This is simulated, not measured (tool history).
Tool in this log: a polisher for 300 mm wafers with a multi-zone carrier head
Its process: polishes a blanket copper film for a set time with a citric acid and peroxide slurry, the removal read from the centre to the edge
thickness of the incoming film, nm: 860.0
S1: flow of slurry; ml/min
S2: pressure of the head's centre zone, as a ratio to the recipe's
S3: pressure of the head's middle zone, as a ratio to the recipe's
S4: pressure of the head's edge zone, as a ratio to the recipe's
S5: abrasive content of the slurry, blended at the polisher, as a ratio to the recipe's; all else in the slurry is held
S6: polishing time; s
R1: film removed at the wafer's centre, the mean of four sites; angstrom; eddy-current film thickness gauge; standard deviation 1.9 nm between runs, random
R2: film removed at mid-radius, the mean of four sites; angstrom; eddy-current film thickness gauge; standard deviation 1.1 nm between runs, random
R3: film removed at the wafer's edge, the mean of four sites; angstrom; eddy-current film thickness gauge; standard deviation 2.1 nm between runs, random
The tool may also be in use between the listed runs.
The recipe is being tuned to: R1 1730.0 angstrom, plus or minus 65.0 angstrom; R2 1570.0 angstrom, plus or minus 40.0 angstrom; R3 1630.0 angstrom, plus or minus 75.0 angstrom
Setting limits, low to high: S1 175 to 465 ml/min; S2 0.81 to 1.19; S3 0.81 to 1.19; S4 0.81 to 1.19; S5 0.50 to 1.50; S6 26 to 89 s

Run 1, day 0.000: S1 295 ml/min, S2 1.00, S3 1.00, S4 1.00, S5 1.00, S6 57 s. Result: R1 1185.9 angstrom, R2 1204.7 angstrom, R3 1230.7 angstrom.
Run 2, day 0.267: S1 305 ml/min, S2 1.05, S3 1.02, S4 1.04, S5 1.15, S6 59 s. Result: R1 1331.6 angstrom, R2 1306.6 angstrom, R3 1347.7 angstrom.
Run 3, day 0.383: S1 305 ml/min, S2 1.13, S3 1.02, S4 1.04, S5 1.15, S6 59 s. Result: R1 1399.5 angstrom, R2 1297.5 angstrom, R3 1341.4 angstrom.
Run 4, day 0.642: S1 305 ml/min, S2 1.13, S3 1.09, S4 1.04, S5 1.15, S6 59 s. Result: R1 1425.8 angstrom, R2 1363.2 angstrom, R3 1311.2 angstrom.
Run 5, day 0.846: S1 305 ml/min, S2 1.13, S3 1.09, S4 1.04, S5 1.15, S6 46 s. Result: R1 1123.6 angstrom, R2 1072.9 angstrom, R3 1050.1 angstrom.
Run 6, day 0.992: S1 305 ml/min, S2 1.13, S3 1.09, S4 0.96, S5 1.15, S6 46 s. Result: R1 1115.9 angstrom, R2 1069.8 angstrom, R3 1013.7 angstrom.
At day 1.096: slurry nozzle cleaned.
Run 7, day 1.096: S1 315 ml/min, S2 1.14, S3 1.08, S4 1.01, S5 1.25, S6 51 s. Result: R1 1309.3 angstrom, R2 1219.3 angstrom, R3 1181.4 angstrom.
Run 8, day 1.288: S1 335 ml/min, S2 1.13, S3 1.07, S4 1.05, S5 1.30, S6 53 s. Result: R1 1325.5 angstrom, R2 1261.3 angstrom, R3 1285.8 angstrom.
Run 9, day 1.500: S1 345 ml/min, S2 1.19, S3 1.07, S4 1.07, S5 1.50, S6 65 s. Result: R1 1804.3 angstrom, R2 1601.0 angstrom, R3 1597.2 angstrom.

Which of these 4 next moves meets every target?
Run A, day 1.712: S1 460 ml/min, S2 1.17, S3 1.11, S4 1.05, S5 1.40, S6 61 s. Result: R1 ?, R2 ?, R3 ?.
Run B, day 1.712: S1 360 ml/min, S2 1.15, S3 1.15, S4 1.11, S5 1.45, S6 63 s. Result: R1 ?, R2 ?, R3 ?.
Run C, day 1.712: S1 310 ml/min, S2 1.17, S3 1.16, S4 1.02, S5 1.45, S6 62 s. Result: R1 ?, R2 ?, R3 ?.
Run D, day 1.712: S1 345 ml/min, S2 1.18, S3 1.06, S4 1.09, S5 1.50, S6 64 s. Result: R1 ?, R2 ?, R3 ?.

move      R1      R2      R3
   A  1664.1  1580.3  1529.4
   B  1668.1  1662.5  1608.3
   C  1643.0  1625.3  1504.3
   D  1739.0  1578.8  1627.1
A: pushes the last run's worst result past its target
B: brings the result that was furthest off to its target, and leaves another outside
C: pushes the last run's worst result past its target
D: every result lands within tolerance
Go with D: it meets all targets.
